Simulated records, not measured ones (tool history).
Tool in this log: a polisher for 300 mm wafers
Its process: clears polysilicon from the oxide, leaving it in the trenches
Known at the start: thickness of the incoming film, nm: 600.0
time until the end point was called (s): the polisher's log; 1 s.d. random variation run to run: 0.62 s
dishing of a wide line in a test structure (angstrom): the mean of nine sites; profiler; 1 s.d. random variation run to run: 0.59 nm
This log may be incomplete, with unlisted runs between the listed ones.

run,hour,flow of slurry (ml/min),pressure of the wafer on the pad (kPa),speed of the pad under the wafer (cm/s),overpolish time after the end point (s),time until the end point was called (s),dishing of a wide line in a test structure (angstrom)
1,0.0,185,23.4,86,9,41.529,525.30
2,5.9,185,22.8,86,8,42.341,490.86
3,7.2,185,26.9,86,8,38.192,509.68
4,13.5,185,26.9,86,6,37.707,447.93
5,17.8,185,25.5,86,6,39.826,445.52
6,19.7,185,21.4,86,6,45.207,416.46

What does the tool deliver on the next run?
7,27.8,185,20.7,86,6,?,?

time until the end point was called (s): 44.898
dishing of a wide line in a test structure (angstrom): 414.83

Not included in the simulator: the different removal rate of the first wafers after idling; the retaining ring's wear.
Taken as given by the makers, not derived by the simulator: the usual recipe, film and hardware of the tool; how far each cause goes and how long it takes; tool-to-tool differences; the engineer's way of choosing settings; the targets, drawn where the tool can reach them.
